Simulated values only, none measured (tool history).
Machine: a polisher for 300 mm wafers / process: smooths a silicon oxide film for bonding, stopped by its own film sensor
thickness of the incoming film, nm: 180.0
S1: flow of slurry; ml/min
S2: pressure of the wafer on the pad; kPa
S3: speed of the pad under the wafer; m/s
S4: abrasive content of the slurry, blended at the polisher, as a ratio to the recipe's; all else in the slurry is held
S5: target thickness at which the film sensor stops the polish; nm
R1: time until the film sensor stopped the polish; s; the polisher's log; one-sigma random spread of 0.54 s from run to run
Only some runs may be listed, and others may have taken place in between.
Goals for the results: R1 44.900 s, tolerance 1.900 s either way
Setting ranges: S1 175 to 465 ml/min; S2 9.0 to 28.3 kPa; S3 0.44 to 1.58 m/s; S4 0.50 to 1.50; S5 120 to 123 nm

run 1 hour=0.0 | S1=295 S2=18.6 S3=1.00 S4=1.00 S5=123 | R1=61.141
run 2 hour=2.8 | S1=295 S2=19.3 S3=1.00 S4=1.00 S5=123 | R1=57.453
run 3 hour=4.1 | S1=295 S2=15.9 S3=1.00 S4=1.00 S5=123 | R1=68.946
run 4 hour=10.9 | S1=295 S2=17.2 S3=1.00 S4=1.00 S5=123 | R1=63.551
run 5 hour=17.1 | S1=295 S2=18.6 S3=1.00 S4=1.00 S5=123 | R1=59.687
run 6 hour=18.2 | S1=295 S2=19.3 S3=1.00 S4=1.00 S5=123 | R1=57.833
run 7 hour=20.0 | S1=295 S2=20.0 S3=1.00 S4=1.00 S5=123 | R1=56.506
run 8 hour=21.7 | S1=295 S2=20.7 S3=1.00 S4=1.00 S5=123 | R1=54.557
run 9 hour=27.9 | S1=295 S2=21.4 S3=1.00 S4=1.00 S5=123 | R1=52.815

Which one of the following 5 next-run settings gets every result inside its allowed miss? There is exactly one.
run A hour=34.1 | S1=235 S2=26.2 S3=1.12 S4=1.30 S5=121 | R1=?
run B hour=34.1 | S1=310 S2=26.2 S3=0.82 S4=0.85 S5=122 | R1=?
run C hour=34.1 | S1=315 S2=20.0 S3=0.88 S4=0.90 S5=120 | R1=?
run D hour=34.1 | S1=255 S2=22.1 S3=1.14 S4=1.10 S5=123 | R1=?
run E hour=34.1 | S1=200 S2=17.9 S3=1.10 S4=0.95 S5=123 | R1=?

move=A R1=39.996
move=B R1=55.392
move=C R1=67.190
move=D R1=45.987
move=E R1=60.947
A: takes the result that was furthest off past its target
B: its largest miss is bigger than the last run's
C: its largest miss is bigger than the last run's
D: every result within its allowed miss
E: its largest miss is bigger than the last run's
Move D is the one to make.
